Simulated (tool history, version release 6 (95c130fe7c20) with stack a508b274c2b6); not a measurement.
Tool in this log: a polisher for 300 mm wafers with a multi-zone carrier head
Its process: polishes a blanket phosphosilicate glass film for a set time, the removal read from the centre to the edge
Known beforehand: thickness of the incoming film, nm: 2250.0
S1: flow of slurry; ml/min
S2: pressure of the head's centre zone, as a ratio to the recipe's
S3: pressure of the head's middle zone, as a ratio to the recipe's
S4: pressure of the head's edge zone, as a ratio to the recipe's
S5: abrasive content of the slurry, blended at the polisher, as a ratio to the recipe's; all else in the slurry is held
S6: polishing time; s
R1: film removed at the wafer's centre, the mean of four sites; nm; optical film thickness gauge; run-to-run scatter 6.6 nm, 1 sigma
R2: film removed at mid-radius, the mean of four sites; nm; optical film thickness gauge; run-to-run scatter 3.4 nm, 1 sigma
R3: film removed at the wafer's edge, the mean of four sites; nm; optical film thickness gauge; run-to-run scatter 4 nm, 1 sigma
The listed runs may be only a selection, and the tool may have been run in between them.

Run 1, hour 0.0: S1 270 ml/min, S2 1.00, S3 1.00, S4 1.00, S5 1.00, S6 33 s. Result: R1 332.98 nm, R2 319.52 nm, R3 319.90 nm.
Run 2, hour 2.6: S1 270 ml/min, S2 1.00, S3 1.00, S4 0.95, S5 1.00, S6 33 s. Result: R1 329.22 nm, R2 322.56 nm, R3 321.03 nm.
Run 3, hour 5.0: S1 270 ml/min, S2 1.04, S3 1.00, S4 0.95, S5 1.00, S6 33 s. Result: R1 350.51 nm, R2 321.94 nm, R3 322.65 nm.
Run 4, hour 8.0: S1 270 ml/min, S2 1.04, S3 1.00, S4 0.95, S5 1.15, S6 33 s. Result: R1 374.14 nm, R2 343.31 nm, R3 340.53 nm.
Run 5, hour 16.0: S1 270 ml/min, S2 1.04, S3 1.00, S4 1.02, S5 1.15, S6 33 s. Result: R1 371.41 nm, R2 339.42 nm, R3 343.41 nm.
Run 6, hour 19.2: S1 230 ml/min, S2 1.04, S3 1.00, S4 1.02, S5 1.15, S6 33 s. Result: R1 364.29 nm, R2 333.14 nm, R3 347.34 nm.

Forecast run 7:
Run 7, hour 26.0: S1 215 ml/min, S2 1.14, S3 1.06, S4 1.11, S5 1.40, S6 33 s. Result: R1 ?, R2 ?, R3 ?.

R1: 414.17 nm
R2: 370.36 nm
R3: 379.49 nm
